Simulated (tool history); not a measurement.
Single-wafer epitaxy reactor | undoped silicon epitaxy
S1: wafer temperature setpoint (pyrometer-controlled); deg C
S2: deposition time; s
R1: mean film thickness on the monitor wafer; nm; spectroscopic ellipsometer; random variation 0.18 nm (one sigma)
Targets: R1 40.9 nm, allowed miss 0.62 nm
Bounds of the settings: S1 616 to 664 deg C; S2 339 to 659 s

run  hour   S1   S2      R1
  1     0  640  499  78.442
  2   1.7  647  499  92.845
  3   8.8  647  563  105.11
  4  12.9  638  532  79.974
  5  16.7  638  580  87.145
  6  20.5  638  520  78.085
  7  21.4  632  501  64.918
  8  22.7  628  490  57.479
  9  31.4  625  483  52.291
 10  34.6  623  480   49.73

4 next moves are on the table. One of them brings every result within its allowed miss. Which?
  A  37.8  634  494   ?
  B  37.8  617  464   ?
  C  37.8  629  482   ?
  D  37.8  625  568   ?

move      R1
   A  67.477
   B  41.334
   C  58.166
   D  62.009
A: further off than the last run
B: meets every target
C: further off than the last run
D: further off than the last run
Answer: B
